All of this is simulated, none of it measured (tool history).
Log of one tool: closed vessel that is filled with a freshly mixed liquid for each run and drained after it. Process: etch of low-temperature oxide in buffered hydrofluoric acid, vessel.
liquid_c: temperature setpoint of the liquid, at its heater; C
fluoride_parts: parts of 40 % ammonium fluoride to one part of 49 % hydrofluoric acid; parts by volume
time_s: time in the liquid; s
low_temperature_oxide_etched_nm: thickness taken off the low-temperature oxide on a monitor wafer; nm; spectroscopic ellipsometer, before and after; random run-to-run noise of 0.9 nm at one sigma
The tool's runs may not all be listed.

run	hour	liquid_c	fluoride_parts	time_s	low_temperature_oxide_etched_nm
1	0	22	15	90	209.07
2	3.4	22	15	95	219.1
3	5.9	21	15.5	95	201.39
4	13.1	21	15.5	95	200.51
5	20.4	21	12	95	258.86
6	28.8	21	15.5	95	202.38
7	33.1	21	15.5	95	200.39
8	41.6	20	16	95	184.02
9	50.4	19.5	16.5	95	174.89

Expected results for the next run?
10	59.6	19	17	95	?

Logged for run 10: low_temperature_oxide_etched_nm 163.04 nm.
